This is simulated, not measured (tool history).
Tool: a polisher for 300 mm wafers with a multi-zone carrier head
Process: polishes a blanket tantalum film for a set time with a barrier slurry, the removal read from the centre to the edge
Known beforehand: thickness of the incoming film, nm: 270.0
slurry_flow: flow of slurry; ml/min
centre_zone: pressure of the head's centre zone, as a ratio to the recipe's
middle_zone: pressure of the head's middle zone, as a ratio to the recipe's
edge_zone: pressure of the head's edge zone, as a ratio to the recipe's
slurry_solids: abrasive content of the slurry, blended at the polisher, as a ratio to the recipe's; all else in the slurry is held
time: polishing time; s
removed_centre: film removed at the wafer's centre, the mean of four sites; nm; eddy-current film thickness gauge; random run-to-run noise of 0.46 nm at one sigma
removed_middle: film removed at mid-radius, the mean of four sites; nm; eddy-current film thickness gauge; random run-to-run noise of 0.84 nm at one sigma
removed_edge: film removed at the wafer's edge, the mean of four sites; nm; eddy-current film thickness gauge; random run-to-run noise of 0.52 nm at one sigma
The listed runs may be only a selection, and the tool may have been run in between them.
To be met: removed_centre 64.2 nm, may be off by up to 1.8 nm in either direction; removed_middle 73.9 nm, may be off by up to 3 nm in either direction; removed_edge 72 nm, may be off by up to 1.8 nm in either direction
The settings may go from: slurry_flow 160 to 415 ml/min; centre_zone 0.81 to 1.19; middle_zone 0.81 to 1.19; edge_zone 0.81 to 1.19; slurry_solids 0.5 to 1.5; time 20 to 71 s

{"run": 1, "hour": 0.0, "slurry_flow": 265, "centre_zone": 1, "middle_zone": 1, "edge_zone": 1, "slurry_solids": 1, "time": 45, "removed_centre": 81.873, "removed_middle": 82.942, "removed_edge": 83.694}
{"run": 2, "hour": 5.7, "slurry_flow": 260, "centre_zone": 0.97, "middle_zone": 0.99, "edge_zone": 0.97, "slurry_solids": 0.95, "time": 45, "removed_centre": 76.568, "removed_middle": 79.13, "removed_edge": 80.822}
{"run": 3, "hour": 10.1, "slurry_flow": 260, "centre_zone": 1, "middle_zone": 0.99, "edge_zone": 0.97, "slurry_solids": 0.95, "time": 45, "removed_centre": 78.766, "removed_middle": 78.937, "removed_edge": 80.551}
{"run": 4, "hour": 16.2, "slurry_flow": 300, "centre_zone": 1, "middle_zone": 0.99, "edge_zone": 0.97, "slurry_solids": 0.95, "time": 45, "removed_centre": 80.942, "removed_middle": 81.846, "removed_edge": 82.462}
{"run": 5, "hour": 24.0, "slurry_flow": 300, "centre_zone": 1, "middle_zone": 0.99, "edge_zone": 1.03, "slurry_solids": 0.95, "time": 45, "removed_centre": 80.046, "removed_middle": 79.56, "removed_edge": 83.251}
{"run": 6, "hour": 28.9, "slurry_flow": 355, "centre_zone": 1, "middle_zone": 0.99, "edge_zone": 1.03, "slurry_solids": 0.95, "time": 45, "removed_centre": 82.568, "removed_middle": 82.922, "removed_edge": 83.629}
{"run": 7, "hour": 31.8, "slurry_flow": 280, "centre_zone": 0.9, "middle_zone": 0.97, "edge_zone": 0.93, "slurry_solids": 0.75, "time": 45, "removed_centre": 63.434, "removed_middle": 70.934, "removed_edge": 70.166}
{"run": 8, "hour": 34.7, "slurry_flow": 280, "centre_zone": 0.9, "middle_zone": 0.98, "edge_zone": 0.94, "slurry_solids": 0.75, "time": 45, "removed_centre": 63.681, "removed_middle": 70.737, "removed_edge": 70.753}

Consider the 5 candidate settings below. Which is the only one whose results all fall within their allowed miss of target?
{"run": "A", "hour": 37.6, "slurry_flow": 365, "centre_zone": 0.88, "middle_zone": 1.09, "edge_zone": 0.91, "slurry_solids": 0.85, "time": 42, "removed_centre": "?", "removed_middle": "?", "removed_edge": "?"}
{"run": "B", "hour": 37.6, "slurry_flow": 280, "centre_zone": 0.88, "middle_zone": 1.15, "edge_zone": 0.93, "slurry_solids": 0.7, "time": 46, "removed_centre": "?", "removed_middle": "?", "removed_edge": "?"}
{"run": "C", "hour": 37.6, "slurry_flow": 255, "centre_zone": 0.87, "middle_zone": 0.97, "edge_zone": 0.87, "slurry_solids": 0.55, "time": 61, "removed_centre": "?", "removed_middle": "?", "removed_edge": "?"}
{"run": "D", "hour": 37.6, "slurry_flow": 335, "centre_zone": 0.95, "middle_zone": 1.03, "edge_zone": 0.95, "slurry_solids": 0.65, "time": 47, "removed_centre": "?", "removed_middle": "?", "removed_edge": "?"}
{"run": "E", "hour": 37.6, "slurry_flow": 300, "centre_zone": 0.92, "middle_zone": 1.01, "edge_zone": 0.9, "slurry_solids": 0.8, "time": 43, "removed_centre": "?", "removed_middle": "?", "removed_edge": "?"}

move=A removed_centre=65.174 removed_middle=79.028 removed_edge=71.187
move=B removed_centre=62.013 removed_middle=78.914 removed_edge=68.927
move=C removed_centre=65.51 removed_middle=73.146 removed_edge=71.977
move=D removed_centre=66.162 removed_middle=70.825 removed_edge=68.503
move=E removed_centre=66.225 removed_middle=72.127 removed_edge=69.346
A: takes the biggest miss from the last run beyond its target
B: takes the biggest miss from the last run beyond its target
C: every result within its allowed miss
D: the biggest miss grows against the last run
E: puts the biggest miss on target and leaves a different result outside tolerance
C is the move that brings every result within its allowed miss.
